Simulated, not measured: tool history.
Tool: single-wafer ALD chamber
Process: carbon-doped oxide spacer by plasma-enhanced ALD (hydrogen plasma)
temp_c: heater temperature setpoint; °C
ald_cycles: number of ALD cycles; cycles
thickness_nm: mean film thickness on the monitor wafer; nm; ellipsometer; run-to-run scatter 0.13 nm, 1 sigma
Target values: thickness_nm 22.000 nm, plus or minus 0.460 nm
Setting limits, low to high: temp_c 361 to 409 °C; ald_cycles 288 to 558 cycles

run  hour  temp_c  ald_cycles  thickness_nm
  1   0.0     385         423        19.518
  2   5.4     376         423        19.466
  3  12.8     366         423        19.629
  4  21.3     366         429        19.760
  5  23.8     366         435        19.903
  6  25.6     366         441        20.224
  7  32.6     366         446        20.326
  8  39.9     366         451        20.662
  9  41.2     366         455        20.871
 10  49.4     366         458        20.879
 11  55.5     366         461        21.162
 12  58.8     366         463        21.300
 13  62.0     366         465        21.575
 14  70.0     366         466        21.340
 15  72.3     366         468        21.508
 16  75.7     366         468        21.502

Next run, 4 choices. One meets every target within its allowed miss, the rest don't. Which?
  A  79.1     361         478             ?
  B  79.1     369         446             ?
  C  79.1     365         455             ?
  D  79.1     368         451             ?

move  thickness_nm
   A        21.755
   B        20.299
   C        20.709
   D        20.527
A: hits every target within its allowed miss
B: further off than the last run
C: further off than the last run
D: further off than the last run
The right move is A.
